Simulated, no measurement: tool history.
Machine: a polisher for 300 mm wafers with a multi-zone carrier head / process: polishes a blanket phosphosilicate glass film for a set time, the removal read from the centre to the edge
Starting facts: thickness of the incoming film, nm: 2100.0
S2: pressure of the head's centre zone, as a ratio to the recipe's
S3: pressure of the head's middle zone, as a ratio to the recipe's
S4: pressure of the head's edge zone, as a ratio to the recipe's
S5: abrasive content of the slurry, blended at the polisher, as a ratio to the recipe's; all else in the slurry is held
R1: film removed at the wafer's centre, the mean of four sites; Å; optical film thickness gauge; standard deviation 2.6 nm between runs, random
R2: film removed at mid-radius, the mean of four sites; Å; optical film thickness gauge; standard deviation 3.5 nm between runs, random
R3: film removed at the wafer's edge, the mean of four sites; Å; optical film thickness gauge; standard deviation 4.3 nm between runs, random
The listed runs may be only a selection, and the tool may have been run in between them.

run 1 hour=0.0 | flow_of_slurry_(ml/min)=155 S2=1.00 S3=1.00 S4=1.00 S5=1.00 polishing_time_(s)=56 | R1=3695.3 R2=3732.5 R3=3641.9
run 2 hour=7.0 | flow_of_slurry_(ml/min)=155 S2=1.00 S3=0.94 S4=1.00 S5=1.00 polishing_time_(s)=56 | R1=3717.5 R2=3564.6 R3=3736.0
run 3 hour=12.9 | flow_of_slurry_(ml/min)=155 S2=1.00 S3=0.94 S4=1.00 S5=1.15 polishing_time_(s)=56 | R1=3961.0 R2=3784.8 R3=3893.1
run 4 hour=15.5 | flow_of_slurry_(ml/min)=150 S2=0.98 S3=0.93 S4=1.00 S5=1.15 polishing_time_(s)=56 | R1=3868.6 R2=3770.4 R3=3927.6
run 5 hour=16.6 | flow_of_slurry_(ml/min)=150 S2=0.98 S3=0.93 S4=1.03 S5=1.15 polishing_time_(s)=56 | R1=3895.0 R2=3734.5 R3=3975.0
run 6 hour=24.8 | flow_of_slurry_(ml/min)=150 S2=0.98 S3=1.00 S4=1.03 S5=1.15 polishing_time_(s)=56 | R1=3857.4 R2=3988.0 R3=4000.2
run 7 hour=29.2 | flow_of_slurry_(ml/min)=145 S2=0.97 S3=0.98 S4=1.02 S5=1.15 polishing_time_(s)=56 | R1=3789.1 R2=3893.7 R3=3992.8
run 8 hour=36.0 | flow_of_slurry_(ml/min)=140 S2=0.96 S3=0.97 S4=1.01 S5=1.15 polishing_time_(s)=56 | R1=3732.8 R2=3849.2 R3=3932.6
run 9 hour=42.7 | flow_of_slurry_(ml/min)=135 S2=0.95 S3=0.96 S4=1.00 S5=1.15 polishing_time_(s)=56 | R1=3686.7 R2=3815.8 R3=3840.3
run 10 hour=46.0 | flow_of_slurry_(ml/min)=130 S2=0.94 S3=0.95 S4=1.00 S5=1.15 polishing_time_(s)=56 | R1=3659.6 R2=3754.8 R3=3842.0

Run 11 comes next. What will it give?
run 11 hour=53.0 | flow_of_slurry_(ml/min)=130 S2=0.94 S3=0.95 S4=1.00 S5=1.15 polishing_time_(s)=56 | R1=? R2=? R3=?

For run 11 the tool returned R1 3577.3 Å, R2 3717.1 Å, R3 3784.9 Å.
